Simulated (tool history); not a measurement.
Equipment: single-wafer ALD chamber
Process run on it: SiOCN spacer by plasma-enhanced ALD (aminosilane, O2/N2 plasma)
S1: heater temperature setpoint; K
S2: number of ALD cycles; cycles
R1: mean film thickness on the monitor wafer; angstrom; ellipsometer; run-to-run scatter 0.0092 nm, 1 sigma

Run 1, hour 0: S1 693.15 K, S2 40 cycles. Result: R1 22.87 angstrom.
Run 2, hour 0.8: S1 688.15 K, S2 40 cycles. Result: R1 23.227 angstrom.
Run 3, hour 5.3: S1 688.15 K, S2 35 cycles. Result: R1 20.308 angstrom.
Run 4, hour 9.3: S1 679.15 K, S2 35 cycles. Result: R1 20.859 angstrom.
Run 5, hour 13.8: S1 689.15 K, S2 35 cycles. Result: R1 20.299 angstrom.
Run 6, hour 20.8: S1 690.15 K, S2 35 cycles. Result: R1 20.037 angstrom.
Run 7, hour 26.4: S1 691.15 K, S2 35 cycles. Result: R1 20.121 angstrom.
Run 8, hour 34.8: S1 692.15 K, S2 35 cycles. Result: R1 19.824 angstrom.

Expected results for the next run?
Run 9, hour 43: S1 693.15 K, S2 35 cycles. Result: R1 ?.

{"run 9": {"R1": 19.879}}
